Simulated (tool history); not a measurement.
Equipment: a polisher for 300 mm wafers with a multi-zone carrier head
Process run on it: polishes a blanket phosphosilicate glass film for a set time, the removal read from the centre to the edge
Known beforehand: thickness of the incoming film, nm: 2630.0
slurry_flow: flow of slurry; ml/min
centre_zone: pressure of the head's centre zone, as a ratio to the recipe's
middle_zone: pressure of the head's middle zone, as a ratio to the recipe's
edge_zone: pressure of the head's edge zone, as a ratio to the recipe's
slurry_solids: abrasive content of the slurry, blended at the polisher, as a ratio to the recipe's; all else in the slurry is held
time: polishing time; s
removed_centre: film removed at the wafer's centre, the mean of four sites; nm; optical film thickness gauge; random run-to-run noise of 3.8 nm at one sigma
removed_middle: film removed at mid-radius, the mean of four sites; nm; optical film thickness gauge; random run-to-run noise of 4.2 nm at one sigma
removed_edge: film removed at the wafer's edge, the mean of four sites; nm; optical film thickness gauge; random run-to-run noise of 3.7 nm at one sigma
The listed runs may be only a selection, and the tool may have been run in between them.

run 1 hour=0.0 | slurry_flow=215 centre_zone=1.00 middle_zone=1.00 edge_zone=1.00 slurry_solids=1.00 time=72 | removed_centre=369.30 removed_middle=376.53 removed_edge=388.59
run 2 hour=4.0 | slurry_flow=215 centre_zone=0.93 middle_zone=1.00 edge_zone=1.00 slurry_solids=1.00 time=72 | removed_centre=341.05 removed_middle=375.72 removed_edge=386.89
run 3 hour=5.4 | slurry_flow=255 centre_zone=0.93 middle_zone=1.00 edge_zone=1.00 slurry_solids=1.00 time=72 | removed_centre=356.53 removed_middle=387.26 removed_edge=400.64
run 4 hour=13.2 | slurry_flow=250 centre_zone=0.94 middle_zone=1.00 edge_zone=0.98 slurry_solids=1.00 time=72 | removed_centre=352.24 removed_middle=389.68 removed_edge=393.84
run 5 hour=14.2 | slurry_flow=250 centre_zone=0.94 middle_zone=1.00 edge_zone=0.98 slurry_solids=1.15 time=72 | removed_centre=379.95 removed_middle=410.10 removed_edge=416.87
run 6 hour=14.9 | slurry_flow=240 centre_zone=0.94 middle_zone=0.99 edge_zone=0.96 slurry_solids=1.15 time=72 | removed_centre=383.47 removed_middle=401.36 removed_edge=417.83
run 7 hour=18.7 | slurry_flow=235 centre_zone=0.95 middle_zone=1.00 edge_zone=0.95 slurry_solids=1.10 time=72 | removed_centre=376.77 removed_middle=405.72 removed_edge=401.18
run 8 hour=20.0 | slurry_flow=230 centre_zone=0.95 middle_zone=0.99 edge_zone=0.94 slurry_solids=1.10 time=72 | removed_centre=371.42 removed_middle=388.19 removed_edge=395.40
run 9 hour=23.2 | slurry_flow=225 centre_zone=0.95 middle_zone=0.99 edge_zone=0.92 slurry_solids=1.10 time=72 | removed_centre=367.13 removed_middle=388.03 removed_edge=400.29
run 10 hour=25.2 | slurry_flow=225 centre_zone=0.95 middle_zone=0.99 edge_zone=0.92 slurry_solids=1.10 time=72 | removed_centre=369.15 removed_middle=388.65 removed_edge=397.46
run 11 hour=28.4 | slurry_flow=220 centre_zone=0.96 middle_zone=1.00 edge_zone=0.91 slurry_solids=1.10 time=72 | removed_centre=378.37 removed_middle=401.77 removed_edge=392.02

Predict the results of run 12:
run 12 hour=33.3 | slurry_flow=220 centre_zone=0.96 middle_zone=1.00 edge_zone=0.91 slurry_solids=1.10 time=72 | removed_centre=? removed_middle=? removed_edge=?

Run 12 measured removed_centre 376.27 nm, removed_middle 395.51 nm, removed_edge 396.95 nm.
